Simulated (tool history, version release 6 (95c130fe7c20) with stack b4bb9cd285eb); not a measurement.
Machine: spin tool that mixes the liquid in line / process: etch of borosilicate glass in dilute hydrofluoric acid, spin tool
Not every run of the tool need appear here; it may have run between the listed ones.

| run | hour | temperature setpoint of the liquid (°C) | parts of water to one part of 49 % hydrofluoric acid (parts by volume) | time under the liquid (s) | thickness taken off the borosilicate glass on a monitor wafer (nm) |
|---|---|---|---|---|---|
| 1 | 0.0 | 23.0 | 100 | 50 | 24.072 |
| 2 | 6.2 | 23.0 | 135 | 50 | 17.195 |
| 3 | 7.8 | 23.5 | 135 | 50 | 17.242 |
| 4 | 8.4 | 24.0 | 135 | 50 | 17.474 |
| 5 | 13.0 | 24.0 | 155 | 50 | 15.173 |
| 6 | 20.2 | 25.0 | 155 | 50 | 15.673 |
| 7 | 27.5 | 26.0 | 155 | 50 | 16.087 |
| 8 | 34.9 | 26.5 | 155 | 50 | 16.518 |
| 9 | 36.2 | 27.0 | 155 | 50 | 17.003 |

Run 10 is up next; what results do you expect?
| 10 | 42.3 | 27.5 | 155 | 50 | ? |

Run 10 gave thickness taken off the borosilicate glass on a monitor wafer (nm) 16.996.
